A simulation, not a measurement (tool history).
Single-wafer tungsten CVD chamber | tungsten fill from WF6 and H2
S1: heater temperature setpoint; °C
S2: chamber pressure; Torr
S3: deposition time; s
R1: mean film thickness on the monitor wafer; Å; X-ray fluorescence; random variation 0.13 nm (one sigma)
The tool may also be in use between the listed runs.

{"run": 1, "hour": 0.0, "S1": 380, "S2": 53.5, "S3": 28.6, "R1": 729.31}
{"run": 2, "hour": 3.4, "S1": 378, "S2": 53.3, "S3": 28.6, "R1": 695.64}
{"run": 3, "hour": 6.7, "S1": 376, "S2": 53.1, "S3": 28.6, "R1": 661.82}
{"run": 4, "hour": 8.9, "S1": 376, "S2": 53.1, "S3": 28.6, "R1": 658.86}
{"run": 5, "hour": 16.1, "S1": 369, "S2": 53.1, "S3": 28.6, "R1": 555.02}
{"hour": 18.7, "done": "thermocouple changed; heater temperature recalibrated"}
{"run": 6, "hour": 18.7, "S1": 368, "S2": 53.1, "S3": 28.6, "R1": 618.25}

Forecast run 7:
{"run": 7, "hour": 25.0, "S1": 366, "S2": 51.6, "S3": 28.6, "R1": "?"}

Run 7 gave R1 585.77 Å.
